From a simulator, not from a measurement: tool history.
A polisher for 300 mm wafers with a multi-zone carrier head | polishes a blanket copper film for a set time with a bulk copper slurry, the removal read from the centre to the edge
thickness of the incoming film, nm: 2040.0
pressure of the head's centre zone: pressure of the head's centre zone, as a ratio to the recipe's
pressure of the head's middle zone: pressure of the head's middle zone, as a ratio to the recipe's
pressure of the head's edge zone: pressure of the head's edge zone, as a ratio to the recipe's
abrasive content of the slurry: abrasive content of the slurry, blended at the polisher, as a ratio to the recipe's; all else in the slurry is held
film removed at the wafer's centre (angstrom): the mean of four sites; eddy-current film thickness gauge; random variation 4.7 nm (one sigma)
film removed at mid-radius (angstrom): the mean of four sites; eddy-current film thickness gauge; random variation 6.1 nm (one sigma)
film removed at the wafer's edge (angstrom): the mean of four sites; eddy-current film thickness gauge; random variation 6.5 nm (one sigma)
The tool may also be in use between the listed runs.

run	hour	flow of slurry (ml/min)	pressure of the head's centre zone	pressure of the head's middle zone	pressure of the head's edge zone	abrasive content of the slurry	polishing time (s)	film removed at the wafer's centre (angstrom)	film removed at mid-radius (angstrom)	film removed at the wafer's edge (angstrom)
1	0	215	1	1	1	1	51	8377.2	8424.6	8400
2	5.3	215	1	1	1	1	45	7391	7531.4	7548.5
3	6.7	210	0.98	0.96	0.96	0.85	41	6156.2	6318.6	6473.3
4	8.8	210	0.98	1.03	0.96	0.85	41	6247.4	6765.9	6357.2
5	9.4	205	0.98	0.98	0.93	0.75	40	5760.3	6021.2	6104.2
6	17.2	205	0.98	1.03	0.93	0.75	40	5855.5	6157.5	6036.6
7	22.8	200	0.98	1.01	0.91	0.65	39	5431.3	5622.5	5524.6

Run 8 comes next. What will it give?
8	30.6	185	0.97	0.98	0.89	0.6	39	?	?	?

{"run 8": {"film removed at the wafer's centre (angstrom)": 5109.5, "film removed at mid-radius (angstrom)": 5182.2, "film removed at the wafer's edge (angstrom)": 5237.8}}
